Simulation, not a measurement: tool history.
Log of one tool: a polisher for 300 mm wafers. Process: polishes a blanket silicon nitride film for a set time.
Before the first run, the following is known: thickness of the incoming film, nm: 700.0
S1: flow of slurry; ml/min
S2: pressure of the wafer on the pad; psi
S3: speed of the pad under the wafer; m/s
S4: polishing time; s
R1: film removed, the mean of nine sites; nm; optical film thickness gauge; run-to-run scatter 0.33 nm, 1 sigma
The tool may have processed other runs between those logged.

run,hour,S1,S2,S3,S4,R1
1,0,145,3.4,1.04,33,64.598
2,1.5,145,3.4,1.04,33,63.907
3,8.5,145,3.4,1.16,33,69.97
4,13,145,4,1.16,33,81.171
5,15.8,140,3.8,1.16,33,76.954
6,24.7,140,4.6,1.16,33,91.556
7,25.7,135,4.3,1.16,33,84.693
8,31,130,4.1,1.16,33,81.29

Run 9 is up next; what results do you expect?
9,39.5,130,3.9,1.16,33,?

Run 9 came out at R1 78.073 nm.

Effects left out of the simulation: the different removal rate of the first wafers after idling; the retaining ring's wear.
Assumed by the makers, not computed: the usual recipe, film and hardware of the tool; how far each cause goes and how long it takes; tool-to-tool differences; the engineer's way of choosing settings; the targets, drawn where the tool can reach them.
